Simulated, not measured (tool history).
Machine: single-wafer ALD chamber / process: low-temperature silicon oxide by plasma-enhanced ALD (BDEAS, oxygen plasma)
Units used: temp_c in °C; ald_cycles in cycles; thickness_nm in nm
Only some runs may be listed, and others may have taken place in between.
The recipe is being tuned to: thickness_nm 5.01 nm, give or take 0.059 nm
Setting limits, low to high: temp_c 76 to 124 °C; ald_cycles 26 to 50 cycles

run 1 day=0 | temp_c=100 ald_cycles=38 | thickness_nm=5.5653
run 2 day=0.225 | temp_c=100 ald_cycles=43 | thickness_nm=6.2889
run 3 day=0.571 | temp_c=100 ald_cycles=41 | thickness_nm=5.9879
run 4 day=0.946 | temp_c=100 ald_cycles=38 | thickness_nm=5.562
run 5 day=1.038 | temp_c=100 ald_cycles=43 | thickness_nm=6.3212
run 6 day=1.238 | temp_c=90 ald_cycles=43 | thickness_nm=6.5583
-- day=1.604 thermocouple changed; heater temperature recalibrated
run 7 day=1.604 | temp_c=96 ald_cycles=42 | thickness_nm=6.1051
run 8 day=1.742 | temp_c=98 ald_cycles=40 | thickness_nm=5.7876

Of the 4 settings listed for the next run, only one would bring every result within its allowed miss of target. Which one?
run A day=1.879 | temp_c=96 ald_cycles=44 | thickness_nm=?
run B day=1.879 | temp_c=112 ald_cycles=39 | thickness_nm=?
run C day=1.879 | temp_c=91 ald_cycles=42 | thickness_nm=?
run D day=1.879 | temp_c=102 ald_cycles=35 | thickness_nm=?

move=A thickness_nm=6.4065
move=B thickness_nm=5.4485
move=C thickness_nm=6.2391
move=D thickness_nm=4.9929
A: further off than the last run
B: closer than the last run, but not yet in spec
C: further off than the last run
D: each result inside its tolerance
Go with D: it meets all targets.
